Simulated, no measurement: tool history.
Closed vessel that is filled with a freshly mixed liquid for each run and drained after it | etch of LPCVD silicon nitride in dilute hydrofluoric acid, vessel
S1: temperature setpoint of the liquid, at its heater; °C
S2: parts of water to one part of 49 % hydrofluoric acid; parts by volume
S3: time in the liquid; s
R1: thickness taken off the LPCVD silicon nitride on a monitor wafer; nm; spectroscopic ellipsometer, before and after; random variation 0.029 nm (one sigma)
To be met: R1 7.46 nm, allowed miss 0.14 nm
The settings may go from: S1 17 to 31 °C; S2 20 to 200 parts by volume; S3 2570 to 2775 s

run  hour    S1   S2    S3      R1
  1     0    23  110  2570  8.3909
  2   2.7  22.5  110  2570  8.1135
  3   6.2  22.5  110  2775  8.7781
  4  12.5  21.5  110  2775  8.2237
  5  19.9    21  110  2775  7.9548
  6  29.7  24.5  110  2775  10.058
  7    39  23.5  110  2775  9.4665
  8  44.2    23  110  2775  9.0911
  9  52.6  22.5  110  2775  8.7661
 10  56.6    22  110  2775  8.4953
 11    60  21.5  110  2775  8.2512
 12  69.5    21  110  2775  7.9426

5 next moves are on the table. One of them brings every result within its allowed miss. Which?
  A    79  24.5  140  2765   ?
  B    79  19.5   95  2595   ?
  C    79    21  105  2610   ?
  D    79    20  100  2675   ?
  E    79    21  110  2590   ?

move      R1
   A  7.8828
   B  7.7106
   C   7.802
   D  7.8285
   E  7.3993
A: nearer than the last run, and not there yet
B: nearer than the last run, and not there yet
C: nearer than the last run, and not there yet
D: nearer than the last run, and not there yet
E: meets every target
Answer: E
